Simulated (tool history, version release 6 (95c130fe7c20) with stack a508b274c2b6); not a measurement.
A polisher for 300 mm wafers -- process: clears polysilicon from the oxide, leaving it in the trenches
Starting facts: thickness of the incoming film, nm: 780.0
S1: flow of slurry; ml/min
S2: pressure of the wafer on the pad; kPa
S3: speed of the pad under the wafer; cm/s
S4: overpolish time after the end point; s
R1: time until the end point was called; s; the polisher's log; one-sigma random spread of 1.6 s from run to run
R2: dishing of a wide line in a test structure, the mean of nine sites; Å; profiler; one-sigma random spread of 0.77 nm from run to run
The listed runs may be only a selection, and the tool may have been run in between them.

run 1 hour=0.0 | S1=290 S2=19.3 S3=124 S4=17 | R1=42.492 R2=719.48
run 2 hour=8.0 | S1=290 S2=16.5 S3=112 S4=14 | R1=55.111 R2=706.47
run 3 hour=11.5 | S1=290 S2=20.0 S3=112 S4=14 | R1=44.935 R2=721.28
run 4 hour=18.1 | S1=260 S2=17.2 S3=108 S4=12 | R1=53.982 R2=687.04
run 5 hour=22.4 | S1=260 S2=17.2 S3=108 S4=7 | R1=55.417 R2=551.70
run 6 hour=25.6 | S1=240 S2=15.2 S3=106 S4=6 | R1=65.707 R2=477.49
run 7 hour=30.2 | S1=240 S2=15.2 S3=106 S4=6 | R1=63.996 R2=474.16
run 8 hour=32.5 | S1=235 S2=13.8 S3=104 S4=6 | R1=73.941 R2=443.36
run 9 hour=38.5 | S1=230 S2=13.1 S3=102 S4=6 | R1=76.496 R2=398.28
run 10 hour=42.1 | S1=230 S2=13.1 S3=102 S4=6 | R1=76.557 R2=418.81
run 11 hour=45.6 | S1=230 S2=13.1 S3=102 S4=6 | R1=77.202 R2=410.17

Run 12 comes next. What will it give?
run 12 hour=52.2 | S1=230 S2=12.4 S3=100 S4=7 | R1=? R2=?

Logged for run 12: R1 81.990 s, R2 442.39 Å.
